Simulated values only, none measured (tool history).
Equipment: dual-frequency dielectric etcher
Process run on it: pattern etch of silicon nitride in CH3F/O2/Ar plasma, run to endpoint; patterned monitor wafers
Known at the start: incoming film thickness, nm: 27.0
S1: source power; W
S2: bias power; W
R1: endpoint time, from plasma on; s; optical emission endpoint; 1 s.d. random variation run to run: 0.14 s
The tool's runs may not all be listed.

{"run": 1, "hour": 0.0, "S1": 420, "S2": 56, "R1": 40.175}
{"run": 2, "hour": 3.6, "S1": 450, "S2": 58, "R1": 38.558}
{"run": 3, "hour": 8.1, "S1": 470, "S2": 59, "R1": 37.678}
{"run": 4, "hour": 12.2, "S1": 490, "S2": 60, "R1": 36.597}
{"run": 5, "hour": 17.7, "S1": 490, "S2": 51, "R1": 40.281}
{"run": 6, "hour": 21.3, "S1": 500, "S2": 53, "R1": 39.124}

Forecast run 7:
{"run": 7, "hour": 26.4, "S1": 580, "S2": 64, "R1": "?"}

R1: 33.764 s
